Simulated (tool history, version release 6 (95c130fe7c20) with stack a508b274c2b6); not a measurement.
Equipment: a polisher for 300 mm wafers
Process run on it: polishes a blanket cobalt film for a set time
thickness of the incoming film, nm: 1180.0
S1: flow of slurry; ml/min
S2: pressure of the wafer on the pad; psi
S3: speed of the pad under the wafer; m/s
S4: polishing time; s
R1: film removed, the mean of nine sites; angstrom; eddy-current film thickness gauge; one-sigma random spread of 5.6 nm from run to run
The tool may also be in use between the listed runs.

run,day,S1,S2,S3,S4,R1
1,0.000,135,1.2,1.20,122,4727.2
2,0.025,135,1.0,1.20,122,3932.1
3,0.075,140,1.1,1.20,122,4373.7
4,0.104,125,1.1,1.20,122,4262.6
5,0.462,130,1.2,1.20,122,4730.9
6,0.567,135,1.3,1.20,122,5142.4
7,0.658,140,1.3,1.20,122,5170.7

Expected results for the next run?
8,0.825,145,1.4,1.20,122,?

R1: 5551.3 angstrom

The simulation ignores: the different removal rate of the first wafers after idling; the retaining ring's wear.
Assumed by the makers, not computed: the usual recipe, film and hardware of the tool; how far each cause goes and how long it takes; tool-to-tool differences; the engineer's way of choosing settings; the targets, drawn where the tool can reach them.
